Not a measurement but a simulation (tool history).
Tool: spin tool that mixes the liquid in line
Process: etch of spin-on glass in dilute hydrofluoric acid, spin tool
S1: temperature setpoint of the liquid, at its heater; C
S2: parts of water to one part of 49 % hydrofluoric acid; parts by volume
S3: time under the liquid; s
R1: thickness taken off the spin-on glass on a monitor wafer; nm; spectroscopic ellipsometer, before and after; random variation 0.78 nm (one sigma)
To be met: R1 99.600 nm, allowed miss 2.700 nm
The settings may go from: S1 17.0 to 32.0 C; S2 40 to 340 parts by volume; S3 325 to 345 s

run 1 hour=0.0 | S1=24.0 S2=190 S3=325 | R1=56.022
run 2 hour=5.1 | S1=25.5 S2=180 S3=325 | R1=62.841
run 3 hour=9.6 | S1=25.5 S2=180 S3=345 | R1=66.614
run 4 hour=12.7 | S1=25.5 S2=245 S3=345 | R1=44.920
run 5 hour=18.1 | S1=27.0 S2=225 S3=345 | R1=52.888
run 6 hour=21.1 | S1=28.5 S2=225 S3=345 | R1=56.074
run 7 hour=22.1 | S1=29.0 S2=210 S3=345 | R1=62.930
run 8 hour=24.3 | S1=29.5 S2=195 S3=345 | R1=69.520
run 9 hour=28.0 | S1=32.0 S2=140 S3=345 | R1=114.320
run 10 hour=30.5 | S1=31.0 S2=140 S3=345 | R1=111.420
run 11 hour=36.5 | S1=30.5 S2=140 S3=345 | R1=107.910
run 12 hour=41.8 | S1=30.5 S2=140 S3=345 | R1=107.120
run 13 hour=49.0 | S1=30.5 S2=140 S3=345 | R1=107.780
run 14 hour=51.3 | S1=30.0 S2=140 S3=345 | R1=106.450
run 15 hour=55.9 | S1=30.0 S2=140 S3=345 | R1=106.290
run 16 hour=57.5 | S1=29.5 S2=140 S3=345 | R1=105.110
run 17 hour=58.1 | S1=29.0 S2=140 S3=345 | R1=102.740

4 next moves are on the table. One of them brings every result within its allowed miss. Which?
run A hour=58.7 | S1=30.0 S2=135 S3=325 | R1=?
run B hour=58.7 | S1=29.0 S2=130 S3=325 | R1=?
run C hour=58.7 | S1=29.5 S2=140 S3=325 | R1=?
run D hour=58.7 | S1=28.0 S2=130 S3=345 | R1=?

move=A R1=106.190
move=B R1=107.130
move=C R1=99.846
move=D R1=109.640
A: further off than the last run
B: further off than the last run
C: meets every target
D: further off than the last run
Answer: C
